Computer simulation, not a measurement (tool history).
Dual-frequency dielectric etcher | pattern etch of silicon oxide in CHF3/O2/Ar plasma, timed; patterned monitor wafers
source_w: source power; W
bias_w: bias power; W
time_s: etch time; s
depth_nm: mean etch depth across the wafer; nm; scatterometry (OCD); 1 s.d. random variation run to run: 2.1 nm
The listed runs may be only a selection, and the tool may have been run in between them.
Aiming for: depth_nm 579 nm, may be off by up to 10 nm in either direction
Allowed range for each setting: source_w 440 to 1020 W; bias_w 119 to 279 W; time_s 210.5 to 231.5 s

run  hour  source_w  bias_w  time_s  depth_nm
  1     0       730     199   231.5    489.82
  2     5       800     204   231.5    519.56
  3   6.4       800     172   231.5     472.6
  4   9.5       860     182   231.5     505.9
  5  15.9       760     182   231.5    476.05
  6    18       830     188   231.5    511.16
  7  23.7       870     189   231.5    519.87
  8  27.1      1010     221   231.5    603.63

Exactly one of the 4 candidate moves below puts every result within its allowed miss. Which one?
  A  30.5      1000     240   226.5         ?
  B  30.5      1020     222   221.5         ?
  C  30.5      1020     217   231.5         ?
  D  30.5      1020     236   225.5         ?

move  depth_nm
   A    614.65
   B    583.78
   C    603.32
   D    612.38
A: moves away from the targets compared with the last run
B: every result lands within tolerance
C: no nearer and no further than the last run
D: moves away from the targets compared with the last run
Answer: B
